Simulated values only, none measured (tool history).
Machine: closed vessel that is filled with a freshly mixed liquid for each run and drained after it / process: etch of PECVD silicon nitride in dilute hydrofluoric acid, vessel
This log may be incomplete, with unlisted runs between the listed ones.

run    day  temperature setpoint of the liquid (C)  parts of water to one part of 49 % hydrofluoric acid (parts by volume)  time in the liquid (s)  thickness taken off the PECVD silicon nitride on a monitor wafer (angstrom)
  1  0.000                                    24.0                                                                     170                      70                                                                       22.923
  2  0.321                                    24.0                                                                     125                      70                                                                       30.701
  3  0.462                                    25.5                                                                     125                      70                                                                       33.831
  4  0.788                                    26.5                                                                     125                      70                                                                       36.330
  5  0.988                                    26.5                                                                     180                      70                                                                       25.056
  6  1.038                                    26.5                                                                     180                      55                                                                       19.561
  7  1.371                                    28.0                                                                     160                      55                                                                       24.415
  8  1.558                                    29.0                                                                     145                      55                                                                       28.618
  9  1.767                                    30.0                                                                     135                      55                                                                       32.469
 10  2.046                                    30.5                                                                     125                      55                                                                       36.603

The next listed run, before its measurement:
 11  2.283                                    31.0                                                                     120                      55                                                                            ?

{"run 11": {"thickness taken off the PECVD silicon nitride on a monitor wafer (angstrom)": 38.67}}
